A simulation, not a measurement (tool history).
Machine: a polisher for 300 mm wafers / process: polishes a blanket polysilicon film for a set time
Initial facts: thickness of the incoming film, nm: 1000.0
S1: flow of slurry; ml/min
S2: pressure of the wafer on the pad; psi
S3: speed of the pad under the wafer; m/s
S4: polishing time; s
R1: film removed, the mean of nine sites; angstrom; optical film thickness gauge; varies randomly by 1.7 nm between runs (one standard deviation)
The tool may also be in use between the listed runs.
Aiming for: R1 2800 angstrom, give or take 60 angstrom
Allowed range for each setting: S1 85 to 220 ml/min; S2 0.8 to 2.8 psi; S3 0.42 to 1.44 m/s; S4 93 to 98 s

run	hour	S1	S2	S3	S4	R1
1	0	140	1.8	0.92	93	4476.4
2	0.6	140	1.8	0.92	98	4710.1
3	6.2	140	1.8	0.72	98	3739.8
4	11.2	140	1.8	0.72	98	3762.8
5	13.4	135	1.7	0.72	98	3593.5
6	16.3	135	1.7	0.72	98	3597
7	24.1	135	1.6	0.72	98	3470.9
8	28.8	130	1.5	0.72	98	3342.3
9	32.3	130	1.4	0.72	98	3192.9
10	37.1	130	1.4	0.72	98	3174.9
11	39.7	130	1.3	0.72	98	3071.2
12	48.5	125	1.3	0.72	98	3066.6
13	52.4	125	1.2	0.72	98	2891.5
14	59.4	120	1.2	0.72	98	2939.3

Exercise: of the 4 proposed moves below, exactly one satisfies all targets within the stated allowed misses. Which move is it?
A	66.4	100	1.2	0.82	98	?
B	66.4	120	1.2	0.76	97	?
C	66.4	105	1.3	0.76	98	?
D	66.4	135	1.2	0.72	93	?

move	R1
A	3157.9
B	3023.1
C	3093.7
D	2815.7
A: the biggest miss grows against the last run
B: the biggest miss grows against the last run
C: the biggest miss grows against the last run
D: all results in spec
The move that meets every target is D.
